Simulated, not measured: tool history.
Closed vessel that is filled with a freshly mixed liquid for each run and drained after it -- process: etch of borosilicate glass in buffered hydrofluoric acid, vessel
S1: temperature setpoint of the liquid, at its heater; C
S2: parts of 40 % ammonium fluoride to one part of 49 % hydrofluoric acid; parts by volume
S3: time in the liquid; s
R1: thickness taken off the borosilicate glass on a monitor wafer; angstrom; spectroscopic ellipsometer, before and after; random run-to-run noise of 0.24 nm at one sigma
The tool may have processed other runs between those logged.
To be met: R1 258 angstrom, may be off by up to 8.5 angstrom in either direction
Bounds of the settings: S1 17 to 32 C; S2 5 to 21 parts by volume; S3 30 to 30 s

run	hour	S1	S2	S3	R1
1	0	24	13	30	304.48
2	4.3	24	13	30	301.83
3	5.3	24	13	30	307.53
4	10.1	24	13	30	302.48
5	11.4	24	13	30	302.82
6	15.1	24	11	30	354.76
7	22.9	23	11	30	336.52
8	30.5	22.5	11	30	329.58
9	34.2	22	11	30	318.29

Exercise: of the 5 proposed moves below, exactly one satisfies all targets within the stated allowed misses. Which move is it?
A	37.9	24.5	15.5	30	?
B	37.9	19	7.5	30	?
C	37.9	19.5	8	30	?
D	37.9	22.5	9.5	30	?
E	37.9	22	8	30	?

move	R1
A	261.72
B	392.31
C	375.42
D	374.65
E	430.05
A: every result within its allowed miss
B: its largest miss is bigger than the last run's
C: its largest miss is bigger than the last run's
D: its largest miss is bigger than the last run's
E: its largest miss is bigger than the last run's
Correct choice: A, which meets every target
